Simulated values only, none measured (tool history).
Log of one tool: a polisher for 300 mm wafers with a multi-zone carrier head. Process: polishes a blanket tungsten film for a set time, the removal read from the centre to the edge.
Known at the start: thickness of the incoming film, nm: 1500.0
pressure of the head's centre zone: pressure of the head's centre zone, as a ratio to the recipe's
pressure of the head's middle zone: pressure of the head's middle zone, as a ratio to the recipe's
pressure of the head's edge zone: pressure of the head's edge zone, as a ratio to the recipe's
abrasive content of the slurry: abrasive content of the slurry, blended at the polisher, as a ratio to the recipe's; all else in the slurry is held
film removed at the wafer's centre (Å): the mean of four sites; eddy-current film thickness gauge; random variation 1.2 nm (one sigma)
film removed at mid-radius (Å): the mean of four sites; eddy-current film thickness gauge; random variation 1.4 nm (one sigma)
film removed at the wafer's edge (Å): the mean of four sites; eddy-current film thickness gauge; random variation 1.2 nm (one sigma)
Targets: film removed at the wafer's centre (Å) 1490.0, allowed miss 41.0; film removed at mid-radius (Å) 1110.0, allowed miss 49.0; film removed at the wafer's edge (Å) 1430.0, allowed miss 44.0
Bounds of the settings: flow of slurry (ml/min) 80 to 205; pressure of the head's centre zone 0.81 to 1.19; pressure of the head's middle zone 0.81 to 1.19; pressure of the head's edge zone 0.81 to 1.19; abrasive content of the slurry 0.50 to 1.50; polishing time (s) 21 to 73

run,hour,flow of slurry (ml/min),pressure of the head's centre zone,pressure of the head's middle zone,pressure of the head's edge zone,abrasive content of the slurry,polishing time (s),film removed at the wafer's centre (Å),film removed at mid-radius (Å),film removed at the wafer's edge (Å)
1,0.0,135,1.00,1.00,1.00,1.00,47,1260.5,1244.9,1292.7
2,2.2,150,1.00,1.00,1.00,1.00,47,1302.6,1225.5,1325.4
3,10.6,165,1.01,0.98,1.01,1.00,47,1353.9,1278.6,1333.2
4,14.1,165,1.01,1.06,1.01,1.00,47,1344.3,1379.7,1324.1
5,18.8,165,1.01,1.01,1.01,1.00,47,1333.0,1284.9,1346.5
6,25.0,170,1.03,0.96,1.02,1.00,47,1391.1,1232.6,1362.9
7,31.5,175,1.04,0.93,1.03,1.00,47,1374.7,1206.1,1360.9
8,39.4,180,1.06,0.90,1.04,1.00,47,1418.7,1197.8,1375.5
9,47.7,180,1.08,0.88,1.06,1.00,47,1460.1,1184.6,1402.4
10,56.7,180,1.08,0.88,1.06,1.00,47,1453.8,1165.7,1399.0

Which of these 5 next moves meets every target?
A,65.7,145,1.06,0.82,1.09,1.05,48,?,?,?
B,65.7,180,1.08,0.86,1.03,1.15,44,?,?,?
C,65.7,190,1.13,0.84,1.16,1.15,44,?,?,?
D,65.7,160,1.05,0.84,1.12,1.00,47,?,?,?
E,65.7,195,1.01,0.81,1.08,1.25,44,?,?,?

move,film removed at the wafer's centre (Å),film removed at mid-radius (Å),film removed at the wafer's edge (Å)
A,1419.3,1098.1,1439.5
B,1424.7,1118.6,1355.1
C,1505.7,1106.3,1448.5
D,1388.6,1103.2,1429.3
E,1382.4,1104.6,1434.5
A: brings the result that was furthest off to its target, and leaves another outside
B: brings the result that was furthest off to its target, and leaves another outside
C: meets every target
D: brings the result that was furthest off to its target, and leaves another outside
E: brings the result that was furthest off to its target, and leaves another outside
Move C is the one to make.
